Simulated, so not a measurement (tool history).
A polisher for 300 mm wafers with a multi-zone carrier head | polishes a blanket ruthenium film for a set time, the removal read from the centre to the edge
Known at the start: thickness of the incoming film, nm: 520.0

run	day	flow of slurry (ml/min)	pressure of the head's centre zone	pressure of the head's middle zone	pressure of the head's edge zone	polishing time (s)	film removed at the wafer's centre (nm)	film removed at mid-radius (nm)	film removed at the wafer's edge (nm)
1	0.000	215	1.00	1.00	1.00	44	39.396	38.628	38.685
2	0.112	195	1.00	1.00	1.00	44	38.498	37.889	38.042
3	0.217	185	0.96	0.99	0.98	42	35.149	35.925	36.365
4	0.317	185	0.96	0.99	0.98	48	40.351	40.654	41.044
5	0.600	185	0.96	0.99	0.94	48	40.679	40.608	39.808
6	0.962	185	0.96	0.99	0.94	44	37.089	37.820	37.241
7	1.317	180	0.94	0.98	0.92	41	32.965	34.565	34.099
8	1.679	180	0.94	0.98	0.92	41	33.596	34.715	34.303
9	1.746	175	0.92	0.98	0.90	39	31.236	32.645	31.591
10	1.938	165	0.90	0.98	0.91	38	28.668	31.941	31.268
11	2.150	160	0.89	0.97	0.89	37	27.889	30.710	29.554
12	2.496	160	0.89	0.97	0.89	37	27.872	30.305	29.994

The next listed run, before its measurement:
13	2.571	155	0.87	0.97	0.88	36	?	?	?

{"run 13": {"film removed at the wafer's centre (nm)": 26.798, "film removed at mid-radius (nm)": 29.555, "film removed at the wafer's edge (nm)": 28.782}}
